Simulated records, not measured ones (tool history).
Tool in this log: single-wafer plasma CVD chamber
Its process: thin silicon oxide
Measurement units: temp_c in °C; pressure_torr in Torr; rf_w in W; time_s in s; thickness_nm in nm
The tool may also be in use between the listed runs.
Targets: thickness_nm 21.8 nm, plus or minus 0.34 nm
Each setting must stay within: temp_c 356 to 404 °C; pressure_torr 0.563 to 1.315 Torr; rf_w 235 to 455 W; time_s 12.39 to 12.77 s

| run | hour | temp_c | pressure_torr | rf_w | time_s | thickness_nm |
|---|---|---|---|---|---|---|
| 1 | 0 | 380 | 0.939 | 345 | 12.39 | 27.218 |
| 2 | 5.5 | 380 | 0.876 | 345 | 12.39 | 25.937 |
| 3 | 7.7 | 380 | 0.876 | 345 | 12.77 | 26.947 |
| 4 | 16.7 | 380 | 0.816 | 345 | 12.77 | 25.7 |
| 5 | 24.6 | 380 | 0.816 | 375 | 12.77 | 26.458 |
| 6 | 25.7 | 380 | 0.758 | 375 | 12.77 | 25.439 |
| 7 | 31.5 | 380 | 0.71 | 375 | 12.77 | 24.616 |
| 8 | 35.5 | 380 | 0.674 | 370 | 12.76 | 23.551 |
| 9 | 39.1 | 380 | 0.651 | 370 | 12.76 | 23.1 |
| 10 | 42.7 | 380 | 0.634 | 370 | 12.76 | 22.668 |

Exactly one of the 4 candidate moves below puts every result within its allowed miss. Which one?
| A | 46.3 | 374 | 0.635 | 325 | 12.39 | ? |
| B | 46.3 | 386 | 0.618 | 345 | 12.39 | ? |
| C | 46.3 | 377 | 0.643 | 350 | 12.45 | ? |
| D | 46.3 | 371 | 0.6 | 360 | 12.39 | ? |

| move | thickness_nm |
|---|---|
| A | 21.099 |
| B | 21.09 |
| C | 21.977 |
| D | 21.244 |
A: the result that was furthest off in the last run now lies on the other side of its target
B: the result that was furthest off in the last run now lies on the other side of its target
C: hits every target within its allowed miss
D: the result that was furthest off in the last run now lies on the other side of its target
Go with C: it meets all targets.

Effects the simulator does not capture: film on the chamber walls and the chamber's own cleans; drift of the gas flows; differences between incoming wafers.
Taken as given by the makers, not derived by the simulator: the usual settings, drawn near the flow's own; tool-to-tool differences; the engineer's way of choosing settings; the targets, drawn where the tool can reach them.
